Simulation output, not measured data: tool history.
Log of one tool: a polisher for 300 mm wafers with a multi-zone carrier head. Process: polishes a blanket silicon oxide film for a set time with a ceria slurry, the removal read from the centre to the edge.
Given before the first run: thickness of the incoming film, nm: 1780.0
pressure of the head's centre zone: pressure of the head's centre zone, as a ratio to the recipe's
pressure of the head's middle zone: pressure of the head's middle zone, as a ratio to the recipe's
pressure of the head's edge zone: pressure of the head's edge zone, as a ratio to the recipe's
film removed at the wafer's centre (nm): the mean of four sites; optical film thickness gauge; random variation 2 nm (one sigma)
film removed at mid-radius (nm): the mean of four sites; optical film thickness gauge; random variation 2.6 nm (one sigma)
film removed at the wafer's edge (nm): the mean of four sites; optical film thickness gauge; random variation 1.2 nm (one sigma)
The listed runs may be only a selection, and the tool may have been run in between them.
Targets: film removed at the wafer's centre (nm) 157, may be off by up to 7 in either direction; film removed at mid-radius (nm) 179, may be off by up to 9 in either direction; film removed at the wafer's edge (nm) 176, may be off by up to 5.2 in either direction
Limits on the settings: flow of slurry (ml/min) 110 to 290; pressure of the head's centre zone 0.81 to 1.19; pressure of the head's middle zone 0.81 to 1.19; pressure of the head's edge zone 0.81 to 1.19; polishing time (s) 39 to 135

| run | hour | flow of slurry (ml/min) | pressure of the head's centre zone | pressure of the head's middle zone | pressure of the head's edge zone | polishing time (s) | film removed at the wafer's centre (nm) | film removed at mid-radius (nm) | film removed at the wafer's edge (nm) |
|---|---|---|---|---|---|---|---|---|---|
| 1 | 0 | 185 | 1 | 1 | 1 | 87 | 304.24 | 314.21 | 306.17 |
| 2 | 5.4 | 175 | 0.96 | 0.98 | 0.97 | 74 | 246.97 | 250.97 | 253.9 |
| 3 | 7.3 | 165 | 0.92 | 0.99 | 0.94 | 67 | 212.7 | 228.16 | 224.88 |
| 4 | 11.5 | 165 | 0.89 | 0.99 | 0.94 | 67 | 204.66 | 224.02 | 224.58 |
| 5 | 12.4 | 155 | 0.87 | 0.99 | 0.91 | 63 | 189.26 | 214.55 | 207.27 |
| 6 | 19.2 | 155 | 0.87 | 1.08 | 0.91 | 63 | 189.81 | 231.21 | 206.21 |
| 7 | 20.3 | 150 | 0.86 | 1.04 | 0.89 | 60 | 176.03 | 208.36 | 191.49 |
| 8 | 25.3 | 140 | 0.85 | 1.01 | 0.88 | 60 | 177.49 | 198.76 | 191.21 |
| 9 | 31.1 | 125 | 0.81 | 1 | 0.88 | 52 | 141.28 | 168.72 | 163.15 |
| 10 | 33.1 | 135 | 0.82 | 0.99 | 0.88 | 52 | 142.97 | 174.92 | 166 |
| 11 | 37.5 | 140 | 0.84 | 0.98 | 0.89 | 52 | 149.73 | 176.04 | 167.11 |
| 12 | 45.1 | 145 | 0.85 | 0.97 | 0.9 | 52 | 154.46 | 170.72 | 167.99 |

5 next moves are on the table. One of them brings every result within its allowed miss. Which?
| A | 52.7 | 215 | 0.82 | 1.07 | 0.81 | 52 | ? | ? | ? |
| B | 52.7 | 140 | 0.84 | 0.97 | 0.9 | 55 | ? | ? | ? |
| C | 52.7 | 110 | 0.81 | 0.92 | 1.03 | 53 | ? | ? | ? |
| D | 52.7 | 120 | 0.86 | 0.97 | 0.94 | 51 | ? | ? | ? |
| E | 52.7 | 130 | 0.83 | 0.85 | 0.99 | 56 | ? | ? | ? |

| move | film removed at the wafer's centre (nm) | film removed at mid-radius (nm) | film removed at the wafer's edge (nm) |
|---|---|---|---|
| A | 156.79 | 191.08 | 166.45 |
| B | 158.58 | 175.48 | 177.16 |
| C | 141.58 | 155.53 | 177.12 |
| D | 145.96 | 158.74 | 164.71 |
| E | 157.59 | 158.25 | 187.38 |
A: lands further from the targets than the last run did
B: each result inside its tolerance
C: meets the target for the result that was furthest off, but another lies outside its allowed miss
D: lands further from the targets than the last run did
E: takes the biggest miss from the last run beyond its target
The move that meets every target is B.

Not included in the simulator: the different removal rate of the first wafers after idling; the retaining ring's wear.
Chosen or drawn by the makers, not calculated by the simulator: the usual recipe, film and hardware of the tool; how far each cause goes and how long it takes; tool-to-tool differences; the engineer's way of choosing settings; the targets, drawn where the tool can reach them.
